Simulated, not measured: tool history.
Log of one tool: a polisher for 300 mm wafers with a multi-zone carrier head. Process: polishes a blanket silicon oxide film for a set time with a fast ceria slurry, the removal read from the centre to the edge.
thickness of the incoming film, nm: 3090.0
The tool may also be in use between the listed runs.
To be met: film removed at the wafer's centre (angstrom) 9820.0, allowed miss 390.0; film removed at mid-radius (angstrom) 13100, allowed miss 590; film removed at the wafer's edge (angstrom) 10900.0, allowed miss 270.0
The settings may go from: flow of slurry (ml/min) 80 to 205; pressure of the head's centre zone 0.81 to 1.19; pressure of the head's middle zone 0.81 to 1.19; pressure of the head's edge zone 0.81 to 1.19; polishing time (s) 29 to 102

| run | hour | flow of slurry (ml/min) | pressure of the head's centre zone | pressure of the head's middle zone | pressure of the head's edge zone | polishing time (s) | film removed at the wafer's centre (angstrom) | film removed at mid-radius (angstrom) | film removed at the wafer's edge (angstrom) |
|---|---|---|---|---|---|---|---|---|---|
| 1 | 0.0 | 135 | 1.00 | 1.00 | 1.00 | 65 | 10478.0 | 10434 | 10214.0 |
| 2 | 8.0 | 135 | 1.00 | 1.00 | 1.00 | 77 | 11994.0 | 12192 | 12048.0 |
| 3 | 14.6 | 135 | 0.94 | 1.00 | 1.00 | 77 | 11419.0 | 12306 | 12235.0 |
| 4 | 18.8 | 130 | 0.93 | 1.02 | 0.98 | 77 | 11257.0 | 12520 | 11907.0 |
| 5 | 24.8 | 130 | 0.93 | 0.97 | 0.98 | 77 | 11267.0 | 11780 | 11981.0 |
| 6 | 33.2 | 130 | 0.93 | 1.05 | 0.98 | 77 | 11461.0 | 12654 | 12031.0 |
| 7 | 33.8 | 125 | 0.91 | 1.07 | 0.97 | 77 | 10897.0 | 12686 | 11763.0 |
| 8 | 36.4 | 120 | 0.90 | 1.09 | 0.96 | 77 | 10760.0 | 12779 | 11818.0 |
| 9 | 41.0 | 110 | 0.84 | 1.19 | 0.86 | 74 | 9327.1 | 13194 | 10523.0 |

Which of these 5 next moves meets every target?
| A | 45.6 | 115 | 0.84 | 1.19 | 0.83 | 70 | ? | ? | ? |
| B | 45.6 | 140 | 0.85 | 1.16 | 0.91 | 72 | ? | ? | ? |
| C | 45.6 | 80 | 0.92 | 1.19 | 0.84 | 77 | ? | ? | ? |
| D | 45.6 | 90 | 0.81 | 1.16 | 0.87 | 79 | ? | ? | ? |
| E | 45.6 | 115 | 0.92 | 1.19 | 0.81 | 74 | ? | ? | ? |

| move | film removed at the wafer's centre (angstrom) | film removed at mid-radius (angstrom) | film removed at the wafer's edge (angstrom) |
|---|---|---|---|
| A | 8888.1 | 12407 | 9901.7 |
| B | 9727.3 | 13047 | 10958.0 |
| C | 9470.9 | 12256 | 10191.0 |
| D | 8938.3 | 12794 | 10900.0 |
| E | 10299.0 | 13111 | 10356.0 |
A: further off than the last run
B: meets every target
C: further off than the last run
D: brings the result that was furthest off to its target, and leaves another outside
E: further off than the last run
Answer: B

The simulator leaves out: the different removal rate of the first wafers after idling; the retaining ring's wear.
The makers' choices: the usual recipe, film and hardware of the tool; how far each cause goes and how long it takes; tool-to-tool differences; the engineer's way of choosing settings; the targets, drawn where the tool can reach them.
